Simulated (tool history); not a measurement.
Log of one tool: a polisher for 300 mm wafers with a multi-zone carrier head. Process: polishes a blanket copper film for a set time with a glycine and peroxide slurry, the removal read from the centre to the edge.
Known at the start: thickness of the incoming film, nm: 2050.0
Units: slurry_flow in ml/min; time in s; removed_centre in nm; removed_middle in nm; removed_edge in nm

run,day,slurry_flow,centre_zone,middle_zone,edge_zone,time,removed_centre,removed_middle,removed_edge
1,0.000,295,1.00,1.00,1.00,80,618.65,594.63,595.23
2,0.162,295,0.98,1.00,0.99,78,586.13,575.29,595.79
3,0.333,295,0.98,1.01,0.98,76,565.45,578.46,575.36
4,0.508,295,0.98,1.01,0.97,74,547.07,563.03,560.83
5,0.675,295,0.98,1.08,0.97,74,554.87,590.55,560.22
6,0.742,295,0.98,1.07,0.96,73,543.20,576.32,541.81

Run 7 comes next. What will it give?
7,0.812,295,0.98,1.06,0.95,72,?,?,?

{"run 7": {"removed_centre": 529.63, "removed_middle": 566.53, "removed_edge": 536.07}}

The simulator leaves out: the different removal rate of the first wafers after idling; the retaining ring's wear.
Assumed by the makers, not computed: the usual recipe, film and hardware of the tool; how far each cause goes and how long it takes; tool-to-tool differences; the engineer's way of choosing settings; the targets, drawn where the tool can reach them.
